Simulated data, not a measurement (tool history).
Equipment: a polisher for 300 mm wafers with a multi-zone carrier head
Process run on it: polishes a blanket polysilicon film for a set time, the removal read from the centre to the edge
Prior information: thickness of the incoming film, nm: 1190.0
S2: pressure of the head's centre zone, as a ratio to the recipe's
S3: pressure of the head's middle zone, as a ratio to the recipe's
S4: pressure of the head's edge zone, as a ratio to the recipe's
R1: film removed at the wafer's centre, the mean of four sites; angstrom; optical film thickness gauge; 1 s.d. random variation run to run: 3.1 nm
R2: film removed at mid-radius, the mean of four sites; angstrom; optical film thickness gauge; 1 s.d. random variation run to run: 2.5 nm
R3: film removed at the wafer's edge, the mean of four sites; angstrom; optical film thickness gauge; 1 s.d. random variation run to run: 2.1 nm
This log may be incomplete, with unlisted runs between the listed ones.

run 1 hour=0 | flow_of_slurry_(ml/min)=195 S2=1 S3=1 S4=1 polishing_time_(s)=44 | R1=4235.2 R2=4859.9 R3=4907.2
run 2 hour=7.8 | flow_of_slurry_(ml/min)=190 S2=1 S3=0.97 S4=0.98 polishing_time_(s)=41 | R1=4090.2 R2=4474.2 R3=4444.9
run 3 hour=13.5 | flow_of_slurry_(ml/min)=180 S2=0.98 S3=0.94 S4=1 polishing_time_(s)=38 | R1=3629.7 R2=3982.3 R3=4186.3
run 4 hour=18.7 | flow_of_slurry_(ml/min)=175 S2=0.97 S3=0.92 S4=0.99 polishing_time_(s)=36 | R1=3309.8 R2=3744.4 R3=3922.4
run 5 hour=20.2 | flow_of_slurry_(ml/min)=170 S2=0.98 S3=0.9 S4=0.99 polishing_time_(s)=34 | R1=3148.9 R2=3405 R3=3731.4
run 6 hour=23.7 | flow_of_slurry_(ml/min)=165 S2=0.98 S3=0.89 S4=0.97 polishing_time_(s)=33 | R1=3132.8 R2=3290.4 R3=3545.2
run 7 hour=29 | flow_of_slurry_(ml/min)=125 S2=0.92 S3=0.81 S4=0.94 polishing_time_(s)=25 | R1=2087.2 R2=2254.5 R3=2615
run 8 hour=35.6 | flow_of_slurry_(ml/min)=140 S2=0.93 S3=0.81 S4=0.94 polishing_time_(s)=25 | R1=2152.1 R2=2227.5 R3=2627.9
run 9 hour=44.4 | flow_of_slurry_(ml/min)=150 S2=0.94 S3=0.82 S4=0.94 polishing_time_(s)=25 | R1=2175.9 R2=2285.3 R3=2661.5

What will run 10 give?
run 10 hour=49.6 | flow_of_slurry_(ml/min)=155 S2=0.95 S3=0.83 S4=0.94 polishing_time_(s)=25 | R1=? R2=? R3=?

{"run 10": {"R1": 2190.8, "R2": 2304.3, "R3": 2692.6}}
